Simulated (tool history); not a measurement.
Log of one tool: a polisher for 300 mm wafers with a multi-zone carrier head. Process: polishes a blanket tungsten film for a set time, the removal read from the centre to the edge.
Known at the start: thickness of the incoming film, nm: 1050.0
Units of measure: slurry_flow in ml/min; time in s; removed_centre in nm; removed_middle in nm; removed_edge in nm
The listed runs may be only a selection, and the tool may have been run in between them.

| run | day | slurry_flow | centre_zone | middle_zone | edge_zone | slurry_solids | time | removed_centre | removed_middle | removed_edge |
|---|---|---|---|---|---|---|---|---|---|---|
| 1 | 0 | 175 | 1 | 1 | 1 | 1 | 63 | 218.24 | 216.61 | 218.74 |
| 2 | 0.083 | 175 | 1 | 1 | 1.06 | 1 | 63 | 218.82 | 218.06 | 221.33 |
| 3 | 0.188 | 175 | 1 | 1 | 1.06 | 1 | 56 | 195.46 | 194.99 | 192.69 |
| 4 | 0.529 | 175 | 1 | 0.97 | 1.06 | 0.85 | 50 | 163.98 | 163.92 | 167.48 |
| 5 | 0.829 | 175 | 1 | 0.97 | 1.06 | 0.65 | 50 | 152.56 | 154.16 | 155.62 |
| 6 | 0.912 | 175 | 1 | 0.89 | 1.06 | 0.65 | 50 | 154.45 | 141.7 | 156.88 |
| 7 | 1.225 | 170 | 1.01 | 0.89 | 1.01 | 0.6 | 48 | 145.48 | 131.92 | 141.49 |
| 8 | 1.296 | 155 | 1.01 | 0.89 | 0.98 | 0.6 | 48 | 141.69 | 129.24 | 137.7 |
| 9 | 1.592 | 145 | 1.01 | 0.89 | 0.95 | 0.6 | 48 | 140.21 | 129.63 | 134.82 |

For run 10, what comes out?
|  | 1.933 | worn pad replaced by a new one |
| 10 | 1.933 | 140 | 1.01 | 0.88 | 0.93 | 0.6 | 48 | ? | ? | ? |

{"run 10": {"removed_centre": 151.22, "removed_middle": 134.68, "removed_edge": 142.77}}
